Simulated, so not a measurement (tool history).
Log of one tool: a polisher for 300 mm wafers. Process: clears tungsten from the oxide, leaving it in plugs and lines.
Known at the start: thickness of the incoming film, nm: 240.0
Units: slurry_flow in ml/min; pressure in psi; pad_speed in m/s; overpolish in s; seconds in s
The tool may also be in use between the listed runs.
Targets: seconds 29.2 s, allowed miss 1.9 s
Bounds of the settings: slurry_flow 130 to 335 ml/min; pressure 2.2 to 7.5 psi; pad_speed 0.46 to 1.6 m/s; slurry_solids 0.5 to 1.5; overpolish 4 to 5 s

run 1 hour=0 | slurry_flow=215 pressure=4.8 pad_speed=1.02 slurry_solids=1 overpolish=5 | seconds=41.062
run 2 hour=6.5 | slurry_flow=215 pressure=4.1 pad_speed=1.02 slurry_solids=1 overpolish=5 | seconds=45.637
run 3 hour=10.2 | slurry_flow=215 pressure=4.7 pad_speed=1.04 slurry_solids=1 overpolish=5 | seconds=41.168
run 4 hour=13.3 | slurry_flow=215 pressure=5.2 pad_speed=1.06 slurry_solids=1 overpolish=5 | seconds=38.556
run 5 hour=20.2 | slurry_flow=215 pressure=5.6 pad_speed=1.1 slurry_solids=1 overpolish=5 | seconds=32.303
run 6 hour=26.2 | slurry_flow=215 pressure=5.6 pad_speed=0.88 slurry_solids=1 overpolish=5 | seconds=41.05
run 7 hour=29.3 | slurry_flow=215 pressure=6.1 pad_speed=0.9 slurry_solids=1 overpolish=5 | seconds=36.661
run 8 hour=35 | slurry_flow=215 pressure=6.1 pad_speed=0.9 slurry_solids=1 overpolish=5 | seconds=37.322
run 9 hour=36.2 | slurry_flow=215 pressure=6.4 pad_speed=0.92 slurry_solids=1 overpolish=5 | seconds=36.122
run 10 hour=37.8 | slurry_flow=215 pressure=6.7 pad_speed=0.94 slurry_solids=1 overpolish=5 | seconds=35.045
run 11 hour=40.1 | slurry_flow=215 pressure=6.9 pad_speed=0.98 slurry_solids=1 overpolish=5 | seconds=31.338
run 12 hour=43 | slurry_flow=215 pressure=7 pad_speed=0.98 slurry_solids=1 overpolish=5 | seconds=31.031

4 next moves are on the table. One of them brings every result within its allowed miss. Which?
run A hour=45.9 | slurry_flow=225 pressure=6.9 pad_speed=1.2 slurry_solids=1 overpolish=4 | seconds=?
run B hour=45.9 | slurry_flow=210 pressure=6.6 pad_speed=1.12 slurry_solids=0.9 overpolish=5 | seconds=?
run C hour=45.9 | slurry_flow=175 pressure=7.5 pad_speed=0.86 slurry_solids=1.15 overpolish=5 | seconds=?
run D hour=45.9 | slurry_flow=250 pressure=6.3 pad_speed=0.96 slurry_solids=0.95 overpolish=5 | seconds=?

move=A seconds=25.795
move=B seconds=29.4
move=C seconds=33.102
move=D seconds=34.147
A: takes the result that was furthest off past its target
B: meets every target
C: further off than the last run
D: further off than the last run
Answer: B
